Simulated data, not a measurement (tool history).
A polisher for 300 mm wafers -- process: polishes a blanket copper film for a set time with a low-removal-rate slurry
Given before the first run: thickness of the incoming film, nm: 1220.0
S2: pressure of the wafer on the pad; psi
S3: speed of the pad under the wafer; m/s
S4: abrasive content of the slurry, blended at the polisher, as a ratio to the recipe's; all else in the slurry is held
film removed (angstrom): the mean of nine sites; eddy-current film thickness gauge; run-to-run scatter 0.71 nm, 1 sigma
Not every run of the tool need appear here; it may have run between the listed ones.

run 1 hour=0 | flow_of_slurry_(ml/min)=185 S2=2.8 S3=0.86 S4=1 polishing_time_(s)=75 | film_removed_(angstrom)=1749.8
run 2 hour=1.2 | flow_of_slurry_(ml/min)=185 S2=2.5 S3=0.78 S4=1 polishing_time_(s)=75 | film_removed_(angstrom)=1407.4
run 3 hour=6.3 | flow_of_slurry_(ml/min)=185 S2=2.5 S3=0.78 S4=0.85 polishing_time_(s)=75 | film_removed_(angstrom)=1352.3
run 4 hour=9.6 | flow_of_slurry_(ml/min)=185 S2=2.3 S3=0.74 S4=0.85 polishing_time_(s)=75 | film_removed_(angstrom)=1198.2
run 5 hour=11.9 | flow_of_slurry_(ml/min)=185 S2=2.3 S3=0.74 S4=0.85 polishing_time_(s)=75 | film_removed_(angstrom)=1197
run 6 hour=16.7 | flow_of_slurry_(ml/min)=185 S2=2.7 S3=0.74 S4=0.85 polishing_time_(s)=75 | film_removed_(angstrom)=1414.5
run 7 hour=19.2 | flow_of_slurry_(ml/min)=185 S2=2.5 S3=0.7 S4=0.85 polishing_time_(s)=75 | film_removed_(angstrom)=1229.6
run 8 hour=27.5 | flow_of_slurry_(ml/min)=185 S2=2.3 S3=0.66 S4=0.85 polishing_time_(s)=75 | film_removed_(angstrom)=1062.4
run 9 hour=31.4 | flow_of_slurry_(ml/min)=185 S2=2.1 S3=0.64 S4=0.85 polishing_time_(s)=75 | film_removed_(angstrom)=944.05
run 10 hour=38 | flow_of_slurry_(ml/min)=185 S2=2 S3=0.62 S4=0.85 polishing_time_(s)=75 | film_removed_(angstrom)=880.44
run 11 hour=40.5 | flow_of_slurry_(ml/min)=185 S2=1.9 S3=0.62 S4=0.85 polishing_time_(s)=75 | film_removed_(angstrom)=838.43
run 12 hour=41.2 | flow_of_slurry_(ml/min)=185 S2=1.8 S3=0.62 S4=0.85 polishing_time_(s)=75 | film_removed_(angstrom)=788.68
run 13 hour=49.3 | flow_of_slurry_(ml/min)=185 S2=1.7 S3=0.62 S4=0.85 polishing_time_(s)=75 | film_removed_(angstrom)=744.55
run 14 hour=55 | flow_of_slurry_(ml/min)=185 S2=1.6 S3=0.62 S4=0.85 polishing_time_(s)=75 | film_removed_(angstrom)=717.39
run 15 hour=63.3 | flow_of_slurry_(ml/min)=180 S2=1.3 S3=0.56 S4=0.85 polishing_time_(s)=75 | film_removed_(angstrom)=543.93
run 16 hour=71.8 | flow_of_slurry_(ml/min)=185 S2=1.3 S3=0.56 S4=0.85 polishing_time_(s)=75 | film_removed_(angstrom)=532.08
run 17 hour=79.5 | flow_of_slurry_(ml/min)=185 S2=1.7 S3=0.56 S4=0.85 polishing_time_(s)=75 | film_removed_(angstrom)=688.55

For run 18, what comes out?
run 18 hour=82.8 | flow_of_slurry_(ml/min)=180 S2=1.7 S3=0.56 S4=0.85 polishing_time_(s)=75 | film_removed_(angstrom)=?

{"run 18": {"film removed (angstrom)": 700.15}}
